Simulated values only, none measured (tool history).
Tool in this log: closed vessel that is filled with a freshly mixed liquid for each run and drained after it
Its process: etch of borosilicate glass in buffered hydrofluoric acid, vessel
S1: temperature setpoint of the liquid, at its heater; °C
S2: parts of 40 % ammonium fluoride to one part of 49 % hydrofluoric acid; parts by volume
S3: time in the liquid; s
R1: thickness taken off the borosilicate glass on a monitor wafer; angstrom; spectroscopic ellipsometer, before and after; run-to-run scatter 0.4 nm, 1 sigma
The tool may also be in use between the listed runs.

run	hour	S1	S2	S3	R1
1	0	20	18	105	538.11
2	3.2	21.5	18	105	584.25
3	5.4	18.5	18	105	494.32
4	11.3	17	18	105	456.35
5	18.3	17	18	105	452.28
6	22.2	20	18	105	533.16

Expected results for the next run?
7	26.8	21.5	18	105	?

{"run 7": {"R1": 585.3}}
